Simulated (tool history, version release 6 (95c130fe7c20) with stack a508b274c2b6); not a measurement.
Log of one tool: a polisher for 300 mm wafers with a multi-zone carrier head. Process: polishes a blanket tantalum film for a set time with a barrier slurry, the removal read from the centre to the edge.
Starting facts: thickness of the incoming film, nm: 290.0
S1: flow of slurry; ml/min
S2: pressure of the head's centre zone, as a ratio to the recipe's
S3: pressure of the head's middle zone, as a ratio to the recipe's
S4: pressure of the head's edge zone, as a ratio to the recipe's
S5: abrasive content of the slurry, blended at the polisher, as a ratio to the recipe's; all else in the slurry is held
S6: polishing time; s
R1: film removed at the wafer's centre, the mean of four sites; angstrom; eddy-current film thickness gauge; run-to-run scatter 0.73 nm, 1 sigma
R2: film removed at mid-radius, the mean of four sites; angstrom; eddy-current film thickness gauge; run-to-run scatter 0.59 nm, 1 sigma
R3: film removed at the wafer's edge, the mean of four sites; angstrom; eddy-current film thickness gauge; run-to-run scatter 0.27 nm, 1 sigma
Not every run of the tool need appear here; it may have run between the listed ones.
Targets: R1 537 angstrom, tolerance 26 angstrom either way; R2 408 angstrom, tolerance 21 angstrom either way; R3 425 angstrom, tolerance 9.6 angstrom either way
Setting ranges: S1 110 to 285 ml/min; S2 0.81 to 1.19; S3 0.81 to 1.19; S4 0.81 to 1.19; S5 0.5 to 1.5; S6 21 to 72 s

run,hour,S1,S2,S3,S4,S5,S6,R1,R2,R3
1,0,180,1,1,1,1,46,382.69,370.87,391.67
2,2.2,180,1,1,1.05,1,46,389.8,369.76,394.39
3,7.4,180,1.03,1,1.05,1,46,398.28,376.91,396.49
4,8,180,1.03,0.96,1.05,1,46,394.84,364.66,391.25
5,9.7,180,0.95,0.96,1.05,1,46,358.83,371.26,398.35
6,11.6,195,1.01,0.98,1.06,1.05,46,404.72,378.49,415.72
7,13.5,205,1.06,1.01,1.05,1.05,46,431.86,392.26,411.4
8,18,220,1.1,1,1.04,1.05,46,432.42,393.67,405.2
9,23.1,190,1.12,1.03,1.08,1.1,46,453.83,407.96,416.95
10,23.7,200,1.14,1,1.03,1.15,46,481.6,397.82,418.94
11,28,200,1.15,1,1.01,1.2,46,488.32,422.63,420.32
12,36.5,195,1.16,0.96,0.99,1.25,46,496.05,397.81,419.94

Which single option among these 4 for the next run brings every result within its allowed miss of target? Just one does.
A,45,210,1.14,0.99,0.98,1.3,45,?,?,?
B,45,210,1.18,0.97,0.96,1.3,44,?,?,?
C,45,190,1.19,0.93,0.91,1.4,47,?,?,?
D,45,200,1.05,1.04,0.96,1.2,47,?,?,?

move,R1,R2,R3
A,486.06,407.43,411.77
B,491.76,391.52,398.79
C,531.04,405.59,419.31
D,453.12,430.13,413.19
A: moves away from the targets compared with the last run
B: moves away from the targets compared with the last run
C: every result lands within tolerance
D: moves away from the targets compared with the last run
Go with C: it meets all targets.

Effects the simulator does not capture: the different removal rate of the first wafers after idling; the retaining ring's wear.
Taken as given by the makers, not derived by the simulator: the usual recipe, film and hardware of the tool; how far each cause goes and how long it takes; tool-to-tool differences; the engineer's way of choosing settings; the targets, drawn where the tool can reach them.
